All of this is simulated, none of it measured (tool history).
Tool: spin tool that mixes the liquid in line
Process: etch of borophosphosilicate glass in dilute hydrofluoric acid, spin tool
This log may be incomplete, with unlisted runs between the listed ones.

run	hour	temperature setpoint of the liquid (C)	parts of water to one part of 49 % hydrofluoric acid (parts by volume)	time under the liquid (s)	thickness taken off the borophosphosilicate glass on a monitor wafer (nm)
1	0.0	21.0	65	60	24.786
2	8.2	21.0	65	60	24.930
3	13.2	23.5	60	60	30.057
4	15.2	23.5	60	60	30.063
5	19.4	25.0	55	60	34.952
6	22.4	25.0	55	60	35.364

For run 7, what comes out?
# hour 26.7: thermometer replaced
7	26.7	26.5	55	60	?

Run 7 measured thickness taken off the borophosphosilicate glass on a monitor wafer (nm) 34.615.
